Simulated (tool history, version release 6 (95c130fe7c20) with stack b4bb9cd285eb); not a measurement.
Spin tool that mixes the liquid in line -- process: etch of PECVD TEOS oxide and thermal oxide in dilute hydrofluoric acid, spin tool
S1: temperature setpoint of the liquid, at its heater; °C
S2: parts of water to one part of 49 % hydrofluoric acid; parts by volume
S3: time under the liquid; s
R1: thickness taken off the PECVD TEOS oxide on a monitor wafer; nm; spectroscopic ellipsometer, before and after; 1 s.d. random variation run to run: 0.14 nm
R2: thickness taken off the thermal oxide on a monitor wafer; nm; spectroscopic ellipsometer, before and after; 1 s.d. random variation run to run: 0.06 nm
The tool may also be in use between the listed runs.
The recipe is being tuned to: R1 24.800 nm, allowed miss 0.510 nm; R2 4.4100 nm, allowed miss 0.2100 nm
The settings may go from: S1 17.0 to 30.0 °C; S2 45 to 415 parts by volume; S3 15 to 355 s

run 1 hour=0.0 | S1=22.0 S2=230 S3=180 | R1=18.074 R2=3.3044
run 2 hour=1.0 | S1=22.0 S2=305 S3=180 | R1=12.733 R2=2.2452
run 3 hour=6.2 | S1=23.5 S2=290 S3=180 | R1=14.176 R2=2.5503
run 4 hour=10.5 | S1=23.5 S2=290 S3=220 | R1=17.434 R2=3.1304
run 5 hour=16.6 | S1=24.5 S2=285 S3=220 | R1=18.571 R2=3.2901
run 6 hour=21.9 | S1=25.5 S2=280 S3=220 | R1=19.420 R2=3.4835
run 7 hour=26.3 | S1=26.5 S2=275 S3=220 | R1=20.857 R2=3.6625
run 8 hour=31.6 | S1=27.0 S2=270 S3=220 | R1=21.315 R2=3.7875
run 9 hour=39.4 | S1=27.5 S2=265 S3=220 | R1=22.321 R2=3.9784
run 10 hour=42.5 | S1=28.0 S2=265 S3=220 | R1=22.758 R2=4.0485
run 11 hour=45.7 | S1=28.5 S2=265 S3=220 | R1=23.283 R2=4.2638

Exercise: of the 5 proposed moves below, exactly one satisfies all targets within the stated allowed misses. Which move is it?
run A hour=48.9 | S1=29.5 S2=255 S3=215 | R1=? R2=?
run B hour=48.9 | S1=27.5 S2=310 S3=285 | R1=? R2=?
run C hour=48.9 | S1=30.0 S2=155 S3=110 | R1=? R2=?
run D hour=48.9 | S1=28.5 S2=260 S3=215 | R1=? R2=?
run E hour=48.9 | S1=29.5 S2=240 S3=180 | R1=? R2=?

move=A R1=24.697 R2=4.3248
move=B R1=23.738 R2=4.1569
move=C R1=23.884 R2=4.1824
move=D R1=23.291 R2=4.0786
move=E R1=22.351 R2=3.9139
A: in spec on every target
B: gains on the last run, yet a result remains outside its allowed miss
C: gains on the last run, yet a result remains outside its allowed miss
D: just as far off the targets as the last run
E: its largest miss is bigger than the last run's
Correct choice: A, which meets every target
